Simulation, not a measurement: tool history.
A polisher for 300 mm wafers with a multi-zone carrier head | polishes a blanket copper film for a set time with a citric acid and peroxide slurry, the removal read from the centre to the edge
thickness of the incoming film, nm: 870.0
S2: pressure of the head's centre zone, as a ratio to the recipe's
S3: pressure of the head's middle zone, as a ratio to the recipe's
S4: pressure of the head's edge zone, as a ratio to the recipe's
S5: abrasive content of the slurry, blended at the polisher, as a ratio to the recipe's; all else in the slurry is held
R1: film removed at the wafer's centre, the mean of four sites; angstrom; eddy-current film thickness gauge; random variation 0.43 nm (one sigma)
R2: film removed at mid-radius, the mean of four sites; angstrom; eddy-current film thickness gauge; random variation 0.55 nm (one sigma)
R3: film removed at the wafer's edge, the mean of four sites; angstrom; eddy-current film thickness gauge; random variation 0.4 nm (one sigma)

run 1 hour=0.0 | flow_of_slurry_(ml/min)=160 S2=1.00 S3=1.00 S4=1.00 S5=1.00 polishing_time_(s)=55 | R1=1027.70 R2=1050.50 R3=1023.70
run 2 hour=8.2 | flow_of_slurry_(ml/min)=160 S2=1.00 S3=1.00 S4=1.00 S5=1.20 polishing_time_(s)=55 | R1=1071.40 R2=1097.10 R3=1063.90
run 3 hour=12.2 | flow_of_slurry_(ml/min)=145 S2=0.94 S3=1.00 S4=0.97 S5=1.00 polishing_time_(s)=47 | R1=811.20 R2=883.58 R3=852.27
run 4 hour=17.8 | flow_of_slurry_(ml/min)=130 S2=0.90 S3=1.00 S4=0.95 S5=0.85 polishing_time_(s)=42 | R1=667.45 R2=750.64 R3=725.00
run 5 hour=20.4 | flow_of_slurry_(ml/min)=130 S2=0.90 S3=1.04 S4=0.95 S5=0.85 polishing_time_(s)=42 | R1=661.76 R2=777.39 R3=716.60
run 6 hour=25.7 | flow_of_slurry_(ml/min)=130 S2=0.90 S3=1.04 S4=0.95 S5=0.85 polishing_time_(s)=51 | R1=799.35 R2=938.80 R3=863.41
run 7 hour=30.9 | flow_of_slurry_(ml/min)=120 S2=0.87 S3=1.04 S4=0.95 S5=0.75 polishing_time_(s)=45 | R1=639.07 R2=792.01 R3=743.92
run 8 hour=38.4 | flow_of_slurry_(ml/min)=115 S2=0.85 S3=1.03 S4=0.92 S5=0.65 polishing_time_(s)=42 | R1=580.11 R2=698.37 R3=668.02
run 9 hour=41.2 | flow_of_slurry_(ml/min)=95 S2=0.81 S3=1.08 S4=0.93 S5=0.50 polishing_time_(s)=32 | R1=378.01 R2=511.54 R3=468.47
run 10 hour=45.1 | flow_of_slurry_(ml/min)=120 S2=0.81 S3=1.07 S4=0.95 S5=0.50 polishing_time_(s)=32 | R1=397.59 R2=525.71 R3=489.63
run 11 hour=50.7 | flow_of_slurry_(ml/min)=140 S2=0.81 S3=1.06 S4=0.96 S5=0.50 polishing_time_(s)=32 | R1=420.62 R2=543.27 R3=503.22

Forecast run 12:
run 12 hour=53.6 | flow_of_slurry_(ml/min)=150 S2=0.81 S3=1.05 S4=0.98 S5=0.50 polishing_time_(s)=32 | R1=? R2=? R3=?

R1: 426.15 angstrom
R2: 553.61 angstrom
R3: 508.38 angstrom
